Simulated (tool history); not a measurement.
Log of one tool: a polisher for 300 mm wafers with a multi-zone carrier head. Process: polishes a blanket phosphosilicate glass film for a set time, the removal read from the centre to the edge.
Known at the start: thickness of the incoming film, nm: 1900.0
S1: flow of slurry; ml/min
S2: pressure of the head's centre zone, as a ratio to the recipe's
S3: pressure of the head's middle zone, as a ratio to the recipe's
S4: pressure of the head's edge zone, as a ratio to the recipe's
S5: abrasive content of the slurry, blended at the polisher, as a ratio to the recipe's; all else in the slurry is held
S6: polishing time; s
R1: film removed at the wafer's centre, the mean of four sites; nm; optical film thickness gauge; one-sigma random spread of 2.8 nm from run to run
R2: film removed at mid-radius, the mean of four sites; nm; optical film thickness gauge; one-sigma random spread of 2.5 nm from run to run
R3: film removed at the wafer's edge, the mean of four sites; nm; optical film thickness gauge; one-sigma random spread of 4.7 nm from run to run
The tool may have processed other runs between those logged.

run 1 day=0.000 | S1=140 S2=1.00 S3=1.00 S4=1.00 S5=1.00 S6=33 | R1=271.80 R2=276.06 R3=301.87
run 2 day=0.267 | S1=145 S2=1.02 S3=0.99 S4=1.02 S5=1.00 S6=33 | R1=279.74 R2=278.51 R3=298.27
run 3 day=0.400 | S1=135 S2=1.04 S3=0.96 S4=1.03 S5=1.05 S6=33 | R1=285.84 R2=277.18 R3=310.52
run 4 day=0.542 | S1=135 S2=1.04 S3=0.96 S4=0.99 S5=1.05 S6=33 | R1=287.42 R2=274.01 R3=303.57
run 5 day=0.562 | S1=135 S2=1.06 S3=0.94 S4=1.01 S5=1.10 S6=33 | R1=300.38 R2=275.51 R3=302.72
-- day=0.683 centre zone pressure recalibrated
run 6 day=0.683 | S1=135 S2=1.06 S3=0.98 S4=1.01 S5=1.10 S6=33 | R1=321.64 R2=285.52 R3=312.40
run 7 day=0.846 | S1=130 S2=1.07 S3=0.97 S4=1.04 S5=1.15 S6=33 | R1=322.27 R2=283.24 R3=313.66

Run 8 comes next. What will it give?
run 8 day=1.158 | S1=125 S2=1.07 S3=0.95 S4=1.06 S5=1.20 S6=33 | R1=? R2=? R3=?

{"run 8": {"R1": 332.0, "R2": 286.53, "R3": 322.66}}
